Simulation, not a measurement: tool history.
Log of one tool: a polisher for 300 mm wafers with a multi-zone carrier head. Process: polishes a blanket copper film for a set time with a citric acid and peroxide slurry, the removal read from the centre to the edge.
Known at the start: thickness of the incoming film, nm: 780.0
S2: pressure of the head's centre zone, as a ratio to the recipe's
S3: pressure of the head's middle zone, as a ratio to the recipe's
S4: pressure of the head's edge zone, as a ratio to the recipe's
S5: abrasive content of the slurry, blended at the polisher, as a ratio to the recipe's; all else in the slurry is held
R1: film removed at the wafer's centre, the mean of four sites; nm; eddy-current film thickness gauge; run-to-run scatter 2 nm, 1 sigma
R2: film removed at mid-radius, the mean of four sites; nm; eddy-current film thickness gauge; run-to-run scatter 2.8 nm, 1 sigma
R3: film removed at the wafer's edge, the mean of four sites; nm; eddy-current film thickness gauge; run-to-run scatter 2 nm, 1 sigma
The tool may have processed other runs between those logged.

run 1 hour=0 | flow_of_slurry_(ml/min)=260 S2=1 S3=1 S4=1 S5=1 polishing_time_(s)=88 | R1=260.86 R2=256.62 R3=269.26
run 2 hour=2.5 | flow_of_slurry_(ml/min)=260 S2=0.99 S3=0.99 S4=0.97 S5=0.85 polishing_time_(s)=85 | R1=237.87 R2=244.03 R3=245.44
run 3 hour=8.2 | flow_of_slurry_(ml/min)=260 S2=0.99 S3=0.99 S4=0.97 S5=0.85 polishing_time_(s)=100 | R1=286.55 R2=288.04 R3=295.01
run 4 hour=11.8 | flow_of_slurry_(ml/min)=260 S2=0.99 S3=0.99 S4=1 S5=0.85 polishing_time_(s)=100 | R1=282.76 R2=284.31 R3=295.43
run 5 hour=20.3 | flow_of_slurry_(ml/min)=260 S2=0.94 S3=0.99 S4=1 S5=0.85 polishing_time_(s)=100 | R1=271.93 R2=283.39 R3=293.75
run 6 hour=29.1 | flow_of_slurry_(ml/min)=260 S2=0.9 S3=0.99 S4=1 S5=0.85 polishing_time_(s)=100 | R1=254.37 R2=275.98 R3=297.05
run 7 hour=36.6 | flow_of_slurry_(ml/min)=260 S2=0.92 S3=0.97 S4=0.98 S5=0.75 polishing_time_(s)=94 | R1=244.2 R2=251.94 R3=266.79
-- hour=38.6 slurry nozzle cleaned
run 8 hour=38.6 | flow_of_slurry_(ml/min)=260 S2=0.92 S3=0.96 S4=0.95 S5=0.7 polishing_time_(s)=90 | R1=236.78 R2=249.31 R3=257.38
run 9 hour=44.7 | flow_of_slurry_(ml/min)=260 S2=0.94 S3=0.96 S4=0.95 S5=0.65 polishing_time_(s)=85 | R1=221.77 R2=233.55 R3=237.76
run 10 hour=49.6 | flow_of_slurry_(ml/min)=260 S2=0.95 S3=0.95 S4=0.94 S5=0.6 polishing_time_(s)=82 | R1=214.98 R2=219.45 R3=230.08

Expected results for the next run?
run 11 hour=56.6 | flow_of_slurry_(ml/min)=260 S2=0.96 S3=0.95 S4=0.92 S5=0.55 polishing_time_(s)=80 | R1=? R2=? R3=?

Run 11 measured R1 210.14 nm, R2 207.19 nm, R3 217.25 nm.

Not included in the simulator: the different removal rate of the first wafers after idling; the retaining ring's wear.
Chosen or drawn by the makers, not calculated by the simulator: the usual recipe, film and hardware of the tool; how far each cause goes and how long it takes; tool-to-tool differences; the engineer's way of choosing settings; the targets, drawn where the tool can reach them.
